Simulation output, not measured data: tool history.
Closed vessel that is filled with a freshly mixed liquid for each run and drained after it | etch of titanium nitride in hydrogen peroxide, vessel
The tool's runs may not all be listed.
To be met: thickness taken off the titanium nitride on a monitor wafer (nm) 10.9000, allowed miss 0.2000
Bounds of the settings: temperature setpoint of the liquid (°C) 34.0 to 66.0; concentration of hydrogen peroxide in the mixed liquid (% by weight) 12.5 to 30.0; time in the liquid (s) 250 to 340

| run | hour | temperature setpoint of the liquid (°C) | concentration of hydrogen peroxide in the mixed liquid (% by weight) | time in the liquid (s) | thickness taken off the titanium nitride on a monitor wafer (nm) |
|---|---|---|---|---|---|
| 1 | 0.0 | 50.0 | 24.5 | 340 | 16.8960 |
| 2 | 5.7 | 49.0 | 24.5 | 340 | 15.7120 |
| 3 | 9.8 | 49.0 | 27.5 | 340 | 16.1580 |
| 4 | 15.5 | 48.0 | 27.5 | 340 | 14.8960 |
| 5 | 19.4 | 47.5 | 27.5 | 340 | 14.4760 |
| 6 | 27.8 | 41.0 | 27.5 | 340 | 8.8799 |
| 7 | 28.6 | 44.5 | 27.5 | 340 | 11.5790 |
| 8 | 30.8 | 44.0 | 27.5 | 340 | 11.1000 |
| 9 | 34.0 | 44.0 | 27.0 | 340 | 11.1110 |

4 next moves are on the table. One of them brings every result within its allowed miss. Which?
| A | 37.2 | 45.0 | 26.5 | 310 | ? |
| B | 37.2 | 44.0 | 29.0 | 340 | ? |
| C | 37.2 | 45.5 | 25.0 | 315 | ? |
| D | 37.2 | 47.5 | 25.5 | 250 | ? |

| move | thickness taken off the titanium nitride on a monitor wafer (nm) |
|---|---|
| A | 10.9320 |
| B | 11.3500 |
| C | 11.3840 |
| D | 10.5180 |
A: meets every target
B: further off than the last run
C: further off than the last run
D: takes the result that was furthest off past its target
Answer: A

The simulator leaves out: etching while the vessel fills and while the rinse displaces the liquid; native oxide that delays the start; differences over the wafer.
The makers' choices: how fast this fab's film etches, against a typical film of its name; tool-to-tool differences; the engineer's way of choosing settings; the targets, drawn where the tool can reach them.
